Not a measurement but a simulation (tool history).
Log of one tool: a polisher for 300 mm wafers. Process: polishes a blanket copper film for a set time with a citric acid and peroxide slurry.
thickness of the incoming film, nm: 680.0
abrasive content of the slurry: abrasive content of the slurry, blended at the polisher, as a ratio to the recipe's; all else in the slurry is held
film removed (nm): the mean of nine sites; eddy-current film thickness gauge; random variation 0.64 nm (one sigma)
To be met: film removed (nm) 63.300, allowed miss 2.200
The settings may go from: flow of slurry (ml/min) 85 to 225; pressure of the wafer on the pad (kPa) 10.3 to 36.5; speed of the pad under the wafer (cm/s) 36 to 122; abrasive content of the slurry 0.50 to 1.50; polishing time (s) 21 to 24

run,day,flow of slurry (ml/min),pressure of the wafer on the pad (kPa),speed of the pad under the wafer (cm/s),abrasive content of the slurry,polishing time (s),film removed (nm)
1,0.000,145,23.4,78,1.00,24,45.970
2,0.296,145,23.4,78,1.00,21,40.656
3,0.671,145,23.4,94,1.00,21,48.530
4,0.721,145,17.9,94,1.00,21,37.980
5,0.908,145,17.9,94,1.15,21,39.553
6,1.225,145,19.3,94,1.15,21,41.668
7,1.596,145,20.0,94,1.15,21,43.239
8,1.792,145,20.7,94,1.15,21,44.596
9,1.817,145,21.4,94,1.15,21,45.818
10,1.967,145,21.4,94,1.15,21,45.357
11,2.238,145,21.4,94,1.15,21,46.238
12,2.554,145,22.1,94,1.15,21,48.406
13,2.692,145,22.8,94,1.15,21,48.712
14,2.817,145,23.4,94,1.15,21,49.738

4 next moves are on the table. One of them brings every result within its allowed miss. Which?
A,2.942,200,25.5,102,0.95,24,?
B,2.942,145,25.5,96,1.20,24,?
C,2.942,135,26.9,96,1.35,24,?
D,2.942,140,27.6,96,1.15,24,?

move,film removed (nm)
A,66.172
B,62.885
C,67.128
D,66.514
A: takes the result that was furthest off past its target
B: meets every target
C: takes the result that was furthest off past its target
D: takes the result that was furthest off past its target
Move B is the one to make.
